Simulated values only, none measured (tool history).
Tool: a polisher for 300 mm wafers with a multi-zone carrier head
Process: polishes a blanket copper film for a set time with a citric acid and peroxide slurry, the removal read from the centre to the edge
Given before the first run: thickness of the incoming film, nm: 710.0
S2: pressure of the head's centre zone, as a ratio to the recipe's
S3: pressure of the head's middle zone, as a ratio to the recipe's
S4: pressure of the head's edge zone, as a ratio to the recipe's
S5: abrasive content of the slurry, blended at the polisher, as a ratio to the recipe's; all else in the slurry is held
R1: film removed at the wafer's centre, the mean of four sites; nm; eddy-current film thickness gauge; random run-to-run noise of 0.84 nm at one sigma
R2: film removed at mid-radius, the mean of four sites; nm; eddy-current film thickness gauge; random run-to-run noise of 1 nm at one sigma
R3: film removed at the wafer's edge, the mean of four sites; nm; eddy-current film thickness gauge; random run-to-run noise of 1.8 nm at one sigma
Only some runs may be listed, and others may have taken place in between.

run 1 day=0.000 | flow_of_slurry_(ml/min)=300 S2=1.00 S3=1.00 S4=1.00 S5=1.00 polishing_time_(s)=68 | R1=162.46 R2=159.20 R3=158.11
run 2 day=0.212 | flow_of_slurry_(ml/min)=300 S2=0.99 S3=0.98 S4=0.96 S5=0.90 polishing_time_(s)=68 | R1=154.07 R2=149.60 R3=155.10
run 3 day=0.467 | flow_of_slurry_(ml/min)=305 S2=1.00 S3=1.00 S4=0.93 S5=0.80 polishing_time_(s)=66 | R1=146.81 R2=143.12 R3=143.91
run 4 day=0.725 | flow_of_slurry_(ml/min)=305 S2=1.00 S3=1.00 S4=0.93 S5=0.80 polishing_time_(s)=55 | R1=124.05 R2=119.62 R3=118.14
run 5 day=0.875 | flow_of_slurry_(ml/min)=315 S2=1.01 S3=1.01 S4=0.96 S5=0.80 polishing_time_(s)=55 | R1=124.88 R2=122.70 R3=121.58
run 6 day=1.008 | flow_of_slurry_(ml/min)=325 S2=1.03 S3=1.02 S4=0.97 S5=0.80 polishing_time_(s)=55 | R1=127.64 R2=123.41 R3=119.87
run 7 day=1.375 | flow_of_slurry_(ml/min)=325 S2=1.03 S3=1.02 S4=0.97 S5=0.80 polishing_time_(s)=55 | R1=127.60 R2=123.82 R3=118.47

Expected results for the next run?
run 8 day=1.404 | flow_of_slurry_(ml/min)=320 S2=1.03 S3=1.02 S4=0.99 S5=0.85 polishing_time_(s)=55 | R1=? R2=? R3=?

R1: 129.06 nm
R2: 124.01 nm
R3: 125.11 nm

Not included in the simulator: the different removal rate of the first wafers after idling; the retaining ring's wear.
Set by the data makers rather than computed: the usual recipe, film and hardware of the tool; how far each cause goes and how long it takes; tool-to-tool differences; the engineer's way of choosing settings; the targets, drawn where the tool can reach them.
